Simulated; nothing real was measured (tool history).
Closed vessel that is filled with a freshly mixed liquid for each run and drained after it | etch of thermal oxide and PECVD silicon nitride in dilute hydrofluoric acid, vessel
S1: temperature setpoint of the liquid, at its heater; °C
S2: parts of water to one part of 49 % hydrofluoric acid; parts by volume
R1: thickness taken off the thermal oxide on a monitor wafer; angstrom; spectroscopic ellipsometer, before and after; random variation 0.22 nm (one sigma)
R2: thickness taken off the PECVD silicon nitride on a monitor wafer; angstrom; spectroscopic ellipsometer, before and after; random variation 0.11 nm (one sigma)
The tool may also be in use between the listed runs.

{"run": 1, "hour": 0.0, "S1": 25.0, "S2": 160, "time in the liquid (s)": 1460, "R1": 441.17, "R2": 174.2}
{"run": 2, "hour": 5.7, "S1": 26.0, "S2": 160, "time in the liquid (s)": 1460, "R1": 460.33, "R2": 184.93}
{"run": 3, "hour": 10.5, "S1": 27.0, "S2": 160, "time in the liquid (s)": 1465, "R1": 477.74, "R2": 197.66}
{"run": 4, "hour": 15.8, "S1": 23.5, "S2": 160, "time in the liquid (s)": 1465, "R1": 416.42, "R2": 157.25}
{"run": 5, "hour": 16.3, "S1": 25.0, "S2": 160, "time in the liquid (s)": 1465, "R1": 444.11, "R2": 174.16}
{"run": 6, "hour": 23.3, "S1": 25.0, "S2": 110, "time in the liquid (s)": 1465, "R1": 685.15, "R2": 253.69}
{"run": 7, "hour": 30.1, "S1": 26.0, "S2": 125, "time in the liquid (s)": 1510, "R1": 631.25, "R2": 245.21}
{"run": 8, "hour": 35.5, "S1": 26.5, "S2": 140, "time in the liquid (s)": 1540, "R1": 578.22, "R2": 230.55}

Run 9 comes next. What will it give?
{"run": 9, "hour": 39.9, "S1": 27.0, "S2": 150, "time in the liquid (s)": 1560, "R1": "?", "R2": "?"}

{"run 9": {"R1": 549.46, "R2": 225.51}}
